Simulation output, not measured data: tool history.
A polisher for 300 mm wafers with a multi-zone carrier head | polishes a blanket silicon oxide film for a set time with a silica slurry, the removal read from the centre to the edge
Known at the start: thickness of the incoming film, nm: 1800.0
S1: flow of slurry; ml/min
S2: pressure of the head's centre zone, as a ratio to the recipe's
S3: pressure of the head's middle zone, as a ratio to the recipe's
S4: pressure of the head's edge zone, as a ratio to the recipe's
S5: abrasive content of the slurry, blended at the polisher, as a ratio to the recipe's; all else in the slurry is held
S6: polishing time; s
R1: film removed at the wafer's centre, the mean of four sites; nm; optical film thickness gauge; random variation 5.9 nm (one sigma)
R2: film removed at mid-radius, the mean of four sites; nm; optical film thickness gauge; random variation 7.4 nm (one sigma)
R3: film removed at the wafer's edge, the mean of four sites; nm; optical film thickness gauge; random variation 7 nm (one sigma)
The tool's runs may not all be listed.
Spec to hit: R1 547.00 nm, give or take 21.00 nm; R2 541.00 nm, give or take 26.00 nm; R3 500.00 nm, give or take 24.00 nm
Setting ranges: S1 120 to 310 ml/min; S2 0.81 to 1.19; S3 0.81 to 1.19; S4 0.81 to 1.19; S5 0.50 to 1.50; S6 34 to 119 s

Run 1, day 0.000: S1 200 ml/min, S2 1.00, S3 1.00, S4 1.00, S5 1.00, S6 76 s. Result: R1 338.10 nm, R2 346.03 nm, R3 332.41 nm.
Run 2, day 0.308: S1 205 ml/min, S2 1.03, S3 1.02, S4 1.02, S5 1.15, S6 78 s. Result: R1 385.66 nm, R2 384.70 nm, R3 375.81 nm.
Run 3, day 0.542: S1 215 ml/min, S2 1.06, S3 1.06, S4 1.03, S5 1.25, S6 79 s. Result: R1 423.48 nm, R2 416.75 nm, R3 387.62 nm.
Run 4, day 0.604: S1 260 ml/min, S2 1.06, S3 1.06, S4 1.03, S5 1.25, S6 79 s. Result: R1 429.75 nm, R2 431.02 nm, R3 399.63 nm.
Run 5, day 0.717: S1 260 ml/min, S2 1.06, S3 1.06, S4 1.03, S5 1.35, S6 79 s. Result: R1 446.06 nm, R2 442.21 nm, R3 406.64 nm.
Run 6, day 1.075: S1 260 ml/min, S2 1.06, S3 1.06, S4 0.97, S5 1.35, S6 79 s. Result: R1 438.77 nm, R2 442.88 nm, R3 399.66 nm.
Run 7, day 1.225: S1 260 ml/min, S2 1.06, S3 1.06, S4 0.99, S5 1.40, S6 82 s. Result: R1 473.68 nm, R2 472.58 nm, R3 430.31 nm.
Run 8, day 1.433: S1 260 ml/min, S2 1.06, S3 1.06, S4 1.00, S5 1.45, S6 84 s. Result: R1 486.58 nm, R2 485.15 nm, R3 447.87 nm.

Of the 5 settings listed for the next run, only one would bring every result within its allowed miss of target. Which one?
Run A, day 1.642: S1 275 ml/min, S2 0.94, S3 0.83, S4 1.11, S5 1.40, S6 86 s. Result: R1 ?, R2 ?, R3 ?.
Run B, day 1.642: S1 270 ml/min, S2 1.00, S3 0.97, S4 1.15, S5 1.50, S6 80 s. Result: R1 ?, R2 ?, R3 ?.
Run C, day 1.642: S1 310 ml/min, S2 0.99, S3 0.96, S4 0.86, S5 1.45, S6 100 s. Result: R1 ?, R2 ?, R3 ?.
Run D, day 1.642: S1 280 ml/min, S2 1.08, S3 0.96, S4 1.04, S5 1.50, S6 99 s. Result: R1 ?, R2 ?, R3 ?.
Run E, day 1.642: S1 235 ml/min, S2 1.14, S3 0.87, S4 1.09, S5 1.50, S6 88 s. Result: R1 ?, R2 ?, R3 ?.

move      R1      R2      R3
   A  435.98  406.69  479.58
   B  441.86  440.51  464.34
   C  548.49  547.01  503.79
   D  592.86  542.35  547.87
   E  543.73  435.31  491.69
A: misses by more than the last run did
B: misses by more than the last run did
C: hits every target within its allowed miss
D: moves the result that the last run missed by most past its target, out the other side
E: gets the furthest-off result to its target, but another result is out of tolerance
Correct choice: C, which meets every target
